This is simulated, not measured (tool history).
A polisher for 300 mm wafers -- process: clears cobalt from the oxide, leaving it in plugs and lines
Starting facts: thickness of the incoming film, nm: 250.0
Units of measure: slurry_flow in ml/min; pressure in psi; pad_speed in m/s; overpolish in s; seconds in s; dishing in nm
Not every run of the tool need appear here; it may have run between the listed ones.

{"run": 1, "hour": 0.0, "slurry_flow": 235, "pressure": 1.5, "pad_speed": 1.24, "overpolish": 28, "seconds": 58.644, "dishing": 81.432}
{"run": 2, "hour": 6.8, "slurry_flow": 235, "pressure": 1.5, "pad_speed": 0.94, "overpolish": 28, "seconds": 75.863, "dishing": 69.381}
{"run": 3, "hour": 8.5, "slurry_flow": 235, "pressure": 1.7, "pad_speed": 0.94, "overpolish": 28, "seconds": 68.175, "dishing": 74.684}
{"run": 4, "hour": 11.8, "slurry_flow": 235, "pressure": 1.6, "pad_speed": 0.92, "overpolish": 30, "seconds": 72.455, "dishing": 75.502}
{"run": 5, "hour": 13.9, "slurry_flow": 235, "pressure": 1.8, "pad_speed": 0.92, "overpolish": 30, "seconds": 63.998, "dishing": 79.989}
{"run": 6, "hour": 22.9, "slurry_flow": 235, "pressure": 1.7, "pad_speed": 0.9, "overpolish": 31, "seconds": 71.183, "dishing": 75.405}
{"run": 7, "hour": 27.2, "slurry_flow": 235, "pressure": 1.7, "pad_speed": 0.9, "overpolish": 31, "seconds": 71.349, "dishing": 77.53}

Forecast run 8:
{"run": 8, "hour": 35.8, "slurry_flow": 235, "pressure": 1.6, "pad_speed": 0.9, "overpolish": 32, "seconds": "?", "dishing": "?"}

{"run 8": {"seconds": 75.247, "dishing": 75.491}}
